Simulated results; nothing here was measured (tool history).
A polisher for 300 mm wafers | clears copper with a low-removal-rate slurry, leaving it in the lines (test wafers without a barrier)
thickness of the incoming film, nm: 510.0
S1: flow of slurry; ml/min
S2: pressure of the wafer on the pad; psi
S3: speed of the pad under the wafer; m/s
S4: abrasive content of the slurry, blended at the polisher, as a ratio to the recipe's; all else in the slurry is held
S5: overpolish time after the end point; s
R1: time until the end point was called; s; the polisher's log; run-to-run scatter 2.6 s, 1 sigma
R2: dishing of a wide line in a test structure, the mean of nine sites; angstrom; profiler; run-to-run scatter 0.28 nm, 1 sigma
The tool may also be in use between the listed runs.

run	hour	S1	S2	S3	S4	S5	R1	R2
1	0.0	280	3.7	0.94	1.0	16	148.49	351.36
2	1.1	280	4.5	0.94	1.0	16	125.12	417.81
3	10.0	280	4.2	0.92	1.0	15	134.96	368.84
4	14.1	280	3.8	0.92	1.0	15	146.99	341.01
5	16.7	280	3.6	0.90	1.0	14	158.73	304.51
6	17.6	280	3.4	0.90	1.0	14	169.46	290.69
7	21.7	280	2.4	0.88	1.0	7	238.73	120.38

Estimate the outcome of run 8 from the log above:
8	30.5	280	2.4	0.88	1.0	8	?	?

Logged for run 8: R1 239.49 s, R2 128.39 angstrom.

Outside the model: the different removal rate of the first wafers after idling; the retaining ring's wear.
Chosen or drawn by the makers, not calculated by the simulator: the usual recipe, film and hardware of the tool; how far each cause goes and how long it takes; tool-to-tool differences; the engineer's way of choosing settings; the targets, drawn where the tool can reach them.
